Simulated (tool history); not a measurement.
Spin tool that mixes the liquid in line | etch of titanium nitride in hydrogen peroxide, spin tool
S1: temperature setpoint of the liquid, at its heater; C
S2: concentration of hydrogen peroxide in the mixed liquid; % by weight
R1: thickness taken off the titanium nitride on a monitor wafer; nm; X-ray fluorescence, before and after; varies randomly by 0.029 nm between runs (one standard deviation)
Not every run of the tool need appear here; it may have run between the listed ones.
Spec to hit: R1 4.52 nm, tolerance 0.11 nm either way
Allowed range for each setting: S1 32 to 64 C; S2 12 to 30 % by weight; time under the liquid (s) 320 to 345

run 1 day=0 | S1=48 S2=22 time_under_the_liquid_(s)=320 | R1=7.1762
run 2 day=0.317 | S1=48 S2=24 time_under_the_liquid_(s)=320 | R1=7.1829
run 3 day=0.442 | S1=48 S2=21 time_under_the_liquid_(s)=320 | R1=7.0476
run 4 day=0.496 | S1=48 S2=21 time_under_the_liquid_(s)=320 | R1=6.9687
run 5 day=0.825 | S1=44.5 S2=21 time_under_the_liquid_(s)=320 | R1=5.43
run 6 day=1.017 | S1=44.5 S2=24.5 time_under_the_liquid_(s)=320 | R1=5.5326
run 7 day=1.312 | S1=44 S2=24.5 time_under_the_liquid_(s)=320 | R1=5.4416
run 8 day=1.5 | S1=43.5 S2=24.5 time_under_the_liquid_(s)=320 | R1=5.1861
run 9 day=1.742 | S1=43 S2=24.5 time_under_the_liquid_(s)=320 | R1=5.015

Which one of the following 5 next-run settings gets every result inside its allowed miss? There is exactly one.
run A day=1.983 | S1=42 S2=22 time_under_the_liquid_(s)=345 | R1=?
run B day=1.983 | S1=43.5 S2=25.5 time_under_the_liquid_(s)=330 | R1=?
run C day=1.983 | S1=40 S2=23.5 time_under_the_liquid_(s)=345 | R1=?
run D day=1.983 | S1=44.5 S2=21 time_under_the_liquid_(s)=320 | R1=?
run E day=1.983 | S1=41.5 S2=25.5 time_under_the_liquid_(s)=325 | R1=?

move=A R1=4.8549
move=B R1=5.3708
move=C R1=4.2266
move=D R1=5.3823
move=E R1=4.5462
A: closer than the last run, but not yet in spec
B: further off than the last run
C: carries the result that was furthest off beyond its target, to the other side
D: further off than the last run
E: meets every target
The right move is E.

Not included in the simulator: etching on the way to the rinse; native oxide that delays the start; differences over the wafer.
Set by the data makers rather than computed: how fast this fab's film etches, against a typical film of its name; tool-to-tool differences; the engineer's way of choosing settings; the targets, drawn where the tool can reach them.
